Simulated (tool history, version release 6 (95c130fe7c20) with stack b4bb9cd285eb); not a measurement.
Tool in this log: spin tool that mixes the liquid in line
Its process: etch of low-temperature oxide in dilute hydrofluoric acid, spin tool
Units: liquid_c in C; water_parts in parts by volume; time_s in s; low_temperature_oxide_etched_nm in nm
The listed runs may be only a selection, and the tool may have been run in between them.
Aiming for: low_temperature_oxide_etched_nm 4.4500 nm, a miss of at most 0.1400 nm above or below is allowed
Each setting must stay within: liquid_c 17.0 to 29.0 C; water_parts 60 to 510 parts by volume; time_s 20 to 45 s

| run | hour | liquid_c | water_parts | time_s | low_temperature_oxide_etched_nm |
|---|---|---|---|---|---|
| 1 | 0.0 | 21.0 | 285 | 45 | 2.5176 |
| 2 | 5.8 | 22.0 | 275 | 45 | 2.7671 |
| 3 | 11.3 | 23.0 | 270 | 45 | 2.9247 |
| 4 | 12.7 | 23.0 | 235 | 45 | 3.4308 |
| 5 | 15.0 | 23.5 | 235 | 45 | 3.5603 |
|  | 20.1 | thermometer replaced |
| 6 | 20.1 | 23.5 | 235 | 45 | 3.2278 |
| 7 | 23.4 | 24.0 | 225 | 45 | 3.4622 |
| 8 | 27.6 | 24.5 | 220 | 45 | 3.6351 |
| 9 | 28.6 | 25.0 | 215 | 45 | 3.8377 |
| 10 | 33.6 | 25.5 | 215 | 45 | 3.9128 |
| 11 | 35.0 | 26.0 | 215 | 45 | 3.9342 |
| 12 | 37.4 | 26.5 | 215 | 45 | 4.0604 |
| 13 | 38.6 | 26.5 | 215 | 45 | 4.0775 |

Of the 4 settings listed for the next run, only one would bring every result within its allowed miss of target. Which one?
| A | 39.8 | 25.5 | 195 | 45 | ? |
| B | 39.8 | 29.0 | 255 | 45 | ? |
| C | 39.8 | 27.5 | 230 | 45 | ? |
| D | 39.8 | 24.5 | 220 | 45 | ? |

| move | low_temperature_oxide_etched_nm |
|---|---|
| A | 4.4557 |
| B | 3.6007 |
| C | 3.9007 |
| D | 3.7058 |
A: all results land within tolerance of their targets
B: the biggest miss grows against the last run
C: the biggest miss grows against the last run
D: the biggest miss grows against the last run
The move that meets every target is A.
